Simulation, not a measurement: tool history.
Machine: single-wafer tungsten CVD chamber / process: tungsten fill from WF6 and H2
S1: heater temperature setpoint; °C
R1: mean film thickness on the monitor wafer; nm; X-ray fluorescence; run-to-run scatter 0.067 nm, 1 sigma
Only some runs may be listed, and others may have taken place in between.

{"run": 1, "day": 0.0, "S1": 395, "chamber pressure (mTorr)": 36300, "deposition time (s)": 14, "R1": 38.382}
{"run": 2, "day": 0.288, "S1": 401, "chamber pressure (mTorr)": 36300, "deposition time (s)": 14, "R1": 42.383}
{"run": 3, "day": 0.642, "S1": 401, "chamber pressure (mTorr)": 33600, "deposition time (s)": 14, "R1": 40.855}
{"run": 4, "day": 0.667, "S1": 401, "chamber pressure (mTorr)": 30000, "deposition time (s)": 14, "R1": 38.852}
{"run": 5, "day": 1.004, "S1": 401, "chamber pressure (mTorr)": 30000, "deposition time (s)": 14.5, "R1": 40.318}
{"run": 6, "day": 1.183, "S1": 401, "chamber pressure (mTorr)": 30000, "deposition time (s)": 14, "R1": 38.827}
{"run": 7, "day": 1.558, "S1": 398, "chamber pressure (mTorr)": 29800, "deposition time (s)": 14, "R1": 36.878}
{"run": 8, "day": 1.625, "S1": 396, "chamber pressure (mTorr)": 29700, "deposition time (s)": 14, "R1": 35.799}

The next listed run, before its measurement:
{"run": 9, "day": 1.862, "S1": 394, "chamber pressure (mTorr)": 29600, "deposition time (s)": 14, "R1": "?"}

Run 9 came out at R1 34.484 nm.
